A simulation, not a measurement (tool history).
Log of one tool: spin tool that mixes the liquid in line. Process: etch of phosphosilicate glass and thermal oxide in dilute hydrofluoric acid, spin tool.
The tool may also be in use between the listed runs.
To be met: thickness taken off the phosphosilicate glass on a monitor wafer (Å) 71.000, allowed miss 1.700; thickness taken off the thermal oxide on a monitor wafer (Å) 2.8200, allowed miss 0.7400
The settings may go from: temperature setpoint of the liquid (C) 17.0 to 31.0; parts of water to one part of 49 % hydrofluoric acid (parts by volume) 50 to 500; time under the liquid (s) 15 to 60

run  hour  temperature setpoint of the liquid (C)  parts of water to one part of 49 % hydrofluoric acid (parts by volume)  time under the liquid (s)  thickness taken off the phosphosilicate glass on a monitor wafer (Å)  thickness taken off the thermal oxide on a monitor wafer (Å)
  1   0.0                                    23.0                                                                     275                         30                                                               103.120                                                        4.3605
  2   3.6                                    24.5                                                                     275                         30                                                               109.540                                                        4.9126
  3  12.4                                    24.5                                                                     275                         15                                                                54.355                                                        1.7931
  4  20.9                                    24.5                                                                     275                         15                                                                54.612                                                        1.7841
  5  22.2                                    24.5                                                                     315                         15                                                                45.807                                                        1.5635
  6  28.5                                    25.5                                                                     305                         15                                                                50.220                                                        1.8767
  7  37.5                                    25.5                                                                     305                         15                                                                49.700                                                        1.6797
  8  46.1                                    26.5                                                                     300                         15                                                                52.197                                                        2.0744
  9  50.5                                    26.5                                                                     290                         15                                                                54.810                                                        2.3268
 10  54.2                                    26.5                                                                     280                         15                                                                57.243                                                        2.5044
 11  62.6                                    26.0                                                                     270                         15                                                                58.383                                                        2.4363
 12  64.0                                    26.0                                                                     270                         15                                                                59.181                                                        2.4967
 13  69.4                                    26.0                                                                     260                         15                                                                61.789                                                        2.4934
 14  76.8                                    26.0                                                                     255                         15                                                                63.380                                                        2.1620
 15  82.4                                    26.5                                                                     255                         15                                                                64.128                                                        2.5887
 16  85.9                                    26.5                                                                     250                         15                                                                66.589                                                        2.8241
 17  92.6                                    26.5                                                                     245                         15                                                                67.653                                                        3.1927
 18  93.3                                    26.0                                                                     240                         15                                                                68.270                                                        2.7320

Which of these 4 next moves meets every target?
  A  94.0                                    31.0                                                                     265                         15                                                                     ?                                                             ?
  B  94.0                                    31.0                                                                     275                         15                                                                     ?                                                             ?
  C  94.0                                    24.0                                                                     235                         15                                                                     ?                                                             ?
  D  94.0                                    18.0                                                                     200                         15                                                                     ?                                                             ?

move  thickness taken off the phosphosilicate glass on a monitor wafer (Å)  thickness taken off the thermal oxide on a monitor wafer (Å)
   A                                                                70.837                                                        2.8671
   B                                                                67.476                                                        2.7311
   C                                                                64.917                                                        2.6275
   D                                                                62.935                                                        2.5473
A: meets every target
B: further off than the last run
C: further off than the last run
D: further off than the last run
Move A is the one to make.
